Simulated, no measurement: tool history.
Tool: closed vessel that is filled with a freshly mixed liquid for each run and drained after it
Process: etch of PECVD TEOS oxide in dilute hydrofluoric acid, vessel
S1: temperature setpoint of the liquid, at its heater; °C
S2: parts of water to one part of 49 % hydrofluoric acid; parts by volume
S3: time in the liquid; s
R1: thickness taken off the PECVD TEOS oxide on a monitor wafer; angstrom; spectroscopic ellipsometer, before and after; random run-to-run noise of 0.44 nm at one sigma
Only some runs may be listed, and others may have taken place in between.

run,hour,S1,S2,S3,R1
1,0.0,21,65,135,274.11
2,7.5,21,65,100,204.74
3,10.1,21,65,135,274.82
4,13.2,23,55,135,359.60
5,21.0,25,55,135,388.75
6,28.0,26,50,135,449.92

Run 7, settings as shown, results not yet in. Your forecast:
7,36.5,27,45,135,?

{"run 7": {"R1": 524.16}}

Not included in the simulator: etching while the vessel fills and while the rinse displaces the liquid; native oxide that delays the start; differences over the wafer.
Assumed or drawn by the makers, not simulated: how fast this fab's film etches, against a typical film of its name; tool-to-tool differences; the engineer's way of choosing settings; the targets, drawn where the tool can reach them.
